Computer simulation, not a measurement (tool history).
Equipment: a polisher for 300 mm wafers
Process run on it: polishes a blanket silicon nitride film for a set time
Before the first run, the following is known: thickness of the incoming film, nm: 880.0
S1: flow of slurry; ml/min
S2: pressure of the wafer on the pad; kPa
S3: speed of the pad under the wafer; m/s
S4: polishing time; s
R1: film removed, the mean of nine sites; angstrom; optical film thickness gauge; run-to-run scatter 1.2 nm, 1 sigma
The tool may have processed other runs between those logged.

run    day   S1    S2    S3  S4      R1
  1      0  315  25.5  0.96  43  813.88
  2  0.117  315  25.5  0.96  43  812.83
  3  0.283  315  22.8  0.96  43  725.65
  4   0.45  315  24.1  0.96  43  761.21
  5  0.746  315  24.1  0.74  43  637.76
  6  0.896  315  26.2  0.74  43  691.85
  7  0.979  315  28.3  0.74  43   744.9
  8  1.225  320  35.2  0.82  43  993.31

Run 9 has not been measured yet. What should we expect?
  9  1.575  320  35.9  0.82  43   ?

R1: 1005.4 angstrom

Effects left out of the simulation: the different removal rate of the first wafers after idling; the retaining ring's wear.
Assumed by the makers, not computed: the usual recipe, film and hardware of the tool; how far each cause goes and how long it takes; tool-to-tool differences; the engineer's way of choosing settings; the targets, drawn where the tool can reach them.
